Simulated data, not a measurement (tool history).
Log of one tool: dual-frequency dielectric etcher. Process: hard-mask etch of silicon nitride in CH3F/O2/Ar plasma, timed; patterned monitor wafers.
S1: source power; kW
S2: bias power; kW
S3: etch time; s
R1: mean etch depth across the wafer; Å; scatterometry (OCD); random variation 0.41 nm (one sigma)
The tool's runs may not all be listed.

run  hour    S1     S2     S3      R1
  1     0   0.5   0.08    104  787.28
  2   4.6  0.53   0.08    104     801
  3   8.6  0.51  0.076    103  774.76
  4   9.4  0.49  0.072    102  731.43
  5  13.3  0.47   0.07    102  709.66
  6  20.1  0.47  0.075    102  736.76
  7  28.4  0.46  0.073  101.5  708.37
  8  30.9  0.44  0.072  101.5  700.28
  9  37.7  0.43  0.071  101.5  691.92
 10    44  0.42   0.07  101.5  678.04
 11  45.8  0.41  0.069  101.5  670.18

Forecast run 12:
 12  49.8  0.33  0.058  99   ?

R1: 552.32 Å
